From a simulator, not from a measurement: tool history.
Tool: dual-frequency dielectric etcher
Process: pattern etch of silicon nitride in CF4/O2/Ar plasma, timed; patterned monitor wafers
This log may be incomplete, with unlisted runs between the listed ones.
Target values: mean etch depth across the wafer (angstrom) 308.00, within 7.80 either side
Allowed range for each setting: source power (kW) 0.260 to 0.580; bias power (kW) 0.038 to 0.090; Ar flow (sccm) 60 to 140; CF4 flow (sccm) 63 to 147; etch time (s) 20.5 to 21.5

run,day,source power (kW),bias power (kW),Ar flow (sccm),CF4 flow (sccm),etch time (s),mean etch depth across the wafer (angstrom)
1,0.000,0.420,0.064,100,105,20.5,378.69
2,0.088,0.420,0.064,100,113,20.5,381.21
3,0.279,0.420,0.071,100,113,20.5,397.40
4,0.450,0.490,0.071,100,113,20.5,453.76
5,0.479,0.490,0.071,100,113,21.5,474.34
6,0.850,0.490,0.076,100,113,21.5,485.23
7,1.071,0.460,0.075,101,112,21.5,457.57
8,1.092,0.440,0.074,102,112,21.5,435.54
9,1.179,0.420,0.073,102,112,21.5,419.41
10,1.438,0.340,0.067,104,110,21.5,339.40
11,1.475,0.330,0.067,104,110,21.5,329.46

Pick the move, out of 4, that brings all results within their allowed miss; only one does.
A,1.512,0.320,0.074,109,99,21.5,?
B,1.512,0.320,0.060,116,107,21.5,?
C,1.512,0.290,0.077,115,73,21.0,?
D,1.512,0.300,0.068,100,116,20.5,?

move,mean etch depth across the wafer (angstrom)
A,329.17
B,305.11
C,288.94
D,295.31
A: no nearer and no further than the last run
B: all results land within tolerance of their targets
C: pushes the last run's worst result past its target
D: pushes the last run's worst result past its target
Correct choice: B, which meets every target
